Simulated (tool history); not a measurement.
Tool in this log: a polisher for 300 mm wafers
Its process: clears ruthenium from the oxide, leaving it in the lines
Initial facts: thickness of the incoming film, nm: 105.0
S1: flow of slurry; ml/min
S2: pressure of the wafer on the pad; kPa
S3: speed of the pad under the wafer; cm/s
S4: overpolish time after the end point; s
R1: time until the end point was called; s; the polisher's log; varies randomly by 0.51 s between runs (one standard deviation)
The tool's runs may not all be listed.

run	day	S1	S2	S3	S4	R1
1	0	290	14.5	120	44	64.255
2	0.362	230	14.5	120	44	65.432
3	0.542	230	17.2	120	44	58.671
4	0.804	290	17.2	120	44	59.113
5	0.908	290	18.6	120	44	55.327
6	1.146	290	18.6	120	44	55.12

Run 7 has not been measured yet. What should we expect?
7	1.375	290	19.3	120	44	?

Run 7 produced R1 55.1 s.
